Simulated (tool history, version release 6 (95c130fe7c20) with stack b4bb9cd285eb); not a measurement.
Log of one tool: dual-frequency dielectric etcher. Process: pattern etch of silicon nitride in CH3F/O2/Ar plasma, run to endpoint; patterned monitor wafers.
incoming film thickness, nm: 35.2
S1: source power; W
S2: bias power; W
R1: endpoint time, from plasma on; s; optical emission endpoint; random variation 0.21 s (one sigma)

run    day   S1  S2      R1
  1      0  400  67  54.193
  2  0.171  360  66  57.671
  3  0.412  360  71   56.15
  4  0.558  420  71  51.045
  5  0.829  490  71  46.902
  6  0.971  430  70  50.817
  7  1.329  390  70  53.645
  8  1.554  360  70  56.586

Forecast run 9:
  9  1.838  340  70   ?

Run 9 gave R1 58.725 s.
